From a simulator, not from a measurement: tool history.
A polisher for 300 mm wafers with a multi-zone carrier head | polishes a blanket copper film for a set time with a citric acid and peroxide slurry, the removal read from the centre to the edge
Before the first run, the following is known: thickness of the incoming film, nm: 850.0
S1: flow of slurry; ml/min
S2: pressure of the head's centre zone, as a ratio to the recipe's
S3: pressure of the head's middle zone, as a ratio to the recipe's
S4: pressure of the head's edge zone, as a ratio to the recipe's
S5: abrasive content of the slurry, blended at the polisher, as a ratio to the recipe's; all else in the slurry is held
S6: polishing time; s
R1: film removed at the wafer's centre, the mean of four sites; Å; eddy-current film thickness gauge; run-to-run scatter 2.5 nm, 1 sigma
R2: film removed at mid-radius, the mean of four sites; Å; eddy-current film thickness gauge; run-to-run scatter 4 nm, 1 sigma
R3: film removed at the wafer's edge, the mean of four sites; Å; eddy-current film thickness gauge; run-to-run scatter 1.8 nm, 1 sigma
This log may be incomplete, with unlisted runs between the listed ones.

{"run": 1, "day": 0.0, "S1": 150, "S2": 1.0, "S3": 1.0, "S4": 1.0, "S5": 1.0, "S6": 75, "R1": 1761.8, "R2": 1722.3, "R3": 1755.9}
{"run": 2, "day": 0.225, "S1": 150, "S2": 0.96, "S3": 1.0, "S4": 1.0, "S5": 1.0, "S6": 75, "R1": 1675.1, "R2": 1725.2, "R3": 1768.2}
{"run": 3, "day": 0.575, "S1": 150, "S2": 1.0, "S3": 1.0, "S4": 1.0, "S5": 1.0, "S6": 75, "R1": 1748.7, "R2": 1754.3, "R3": 1753.1}
{"run": 4, "day": 0.829, "S1": 150, "S2": 1.0, "S3": 1.0, "S4": 1.0, "S5": 1.0, "S6": 63, "R1": 1469.1, "R2": 1459.2, "R3": 1463.3}
{"run": 5, "day": 0.979, "S1": 170, "S2": 1.0, "S3": 1.0, "S4": 1.0, "S5": 1.0, "S6": 63, "R1": 1523.0, "R2": 1488.1, "R3": 1506.1}
{"run": 6, "day": 1.104, "S1": 185, "S2": 1.0, "S3": 1.0, "S4": 1.0, "S5": 1.0, "S6": 63, "R1": 1541.7, "R2": 1465.7, "R3": 1514.2}
{"run": 7, "day": 1.433, "S1": 185, "S2": 1.05, "S3": 1.05, "S4": 1.04, "S5": 1.15, "S6": 73, "R1": 1947.7, "R2": 1879.3, "R3": 1863.0}
{"run": 8, "day": 1.638, "S1": 195, "S2": 1.09, "S3": 1.09, "S4": 1.08, "S5": 1.25, "S6": 78, "R1": 2243.5, "R2": 2147.8, "R3": 2087.4}
{"run": 9, "day": 1.817, "S1": 200, "S2": 1.12, "S3": 1.11, "S4": 1.11, "S5": 1.35, "S6": 82, "R1": 2476.4, "R2": 2333.2, "R3": 2302.6}

What does the tool deliver on the next run?
{"run": 10, "day": 2.042, "S1": 210, "S2": 1.14, "S3": 1.13, "S4": 1.12, "S5": 1.4, "S6": 85, "R1": "?", "R2": "?", "R3": "?"}

R1: 2675.8 Å
R2: 2445.1 Å
R3: 2410.1 Å

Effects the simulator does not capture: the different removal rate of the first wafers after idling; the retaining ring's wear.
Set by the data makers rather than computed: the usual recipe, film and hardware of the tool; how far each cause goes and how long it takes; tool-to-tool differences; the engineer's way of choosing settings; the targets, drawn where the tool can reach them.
